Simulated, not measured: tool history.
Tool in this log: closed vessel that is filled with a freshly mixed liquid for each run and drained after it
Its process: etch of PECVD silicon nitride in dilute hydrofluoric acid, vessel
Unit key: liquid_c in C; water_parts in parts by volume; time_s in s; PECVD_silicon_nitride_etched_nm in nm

run,hour,liquid_c,water_parts,time_s,PECVD_silicon_nitride_etched_nm
1,0.0,23.0,100,1550,44.975
2,8.3,24.0,95,1550,49.108
3,14.3,24.0,115,1550,41.642
4,18.5,26.0,115,1550,46.793
5,25.3,26.5,105,1550,53.166
6,31.7,26.5,135,1550,41.335
7,38.2,27.0,125,1550,46.727

The next listed run, before its measurement:
8,42.1,27.5,115,1550,?

Run 8 produced PECVD_silicon_nitride_etched_nm 52.033 nm.

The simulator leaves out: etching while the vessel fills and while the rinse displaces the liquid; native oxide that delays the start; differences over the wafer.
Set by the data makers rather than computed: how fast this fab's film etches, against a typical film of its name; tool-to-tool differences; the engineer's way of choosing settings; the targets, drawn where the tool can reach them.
